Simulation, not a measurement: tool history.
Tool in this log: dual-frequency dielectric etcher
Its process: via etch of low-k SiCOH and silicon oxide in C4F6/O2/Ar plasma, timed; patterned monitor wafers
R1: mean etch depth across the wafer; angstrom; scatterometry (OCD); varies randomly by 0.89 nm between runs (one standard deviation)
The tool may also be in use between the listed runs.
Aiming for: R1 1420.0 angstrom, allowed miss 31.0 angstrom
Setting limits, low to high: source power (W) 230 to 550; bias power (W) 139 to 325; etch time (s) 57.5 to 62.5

Run 1, hour 0.0: source power (W) 390, bias power (W) 232, etch time (s) 62.5. Result: R1 1694.1 angstrom.
Run 2, hour 3.8: source power (W) 390, bias power (W) 232, etch time (s) 62.5. Result: R1 1712.7 angstrom.
Run 3, hour 5.2: source power (W) 390, bias power (W) 232, etch time (s) 57.5. Result: R1 1556.1 angstrom.
Run 4, hour 11.2: source power (W) 390, bias power (W) 232, etch time (s) 57.5. Result: R1 1565.1 angstrom.
Run 5, hour 14.9: source power (W) 390, bias power (W) 270, etch time (s) 57.5. Result: R1 1617.9 angstrom.
Run 6, hour 20.7: source power (W) 360, bias power (W) 265, etch time (s) 57.5. Result: R1 1537.0 angstrom.
Run 7, hour 24.1: source power (W) 350, bias power (W) 263, etch time (s) 57.5. Result: R1 1515.8 angstrom.
Run 8, hour 32.3: source power (W) 340, bias power (W) 262, etch time (s) 57.5. Result: R1 1490.0 angstrom.
Run 9, hour 37.6: source power (W) 330, bias power (W) 261, etch time (s) 57.5. Result: R1 1464.0 angstrom.

Next run, 5 choices. One meets every target within its allowed miss, the rest don't. Which?
Run A, hour 42.9: source power (W) 320, bias power (W) 226, etch time (s) 58.5. Result: R1 ?.
Run B, hour 42.9: source power (W) 360, bias power (W) 224, etch time (s) 58.5. Result: R1 ?.
Run C, hour 42.9: source power (W) 340, bias power (W) 252, etch time (s) 58.5. Result: R1 ?.
Run D, hour 42.9: source power (W) 330, bias power (W) 277, etch time (s) 61.0. Result: R1 ?.
Run E, hour 42.9: source power (W) 310, bias power (W) 276, etch time (s) 61.5. Result: R1 ?.

move      R1
   A  1413.8
   B  1505.1
   C  1498.5
   D  1572.0
   E  1529.2
A: in spec on every target
B: lands further from the targets than the last run did
C: lands further from the targets than the last run did
D: lands further from the targets than the last run did
E: lands further from the targets than the last run did
Move A is the one to make.
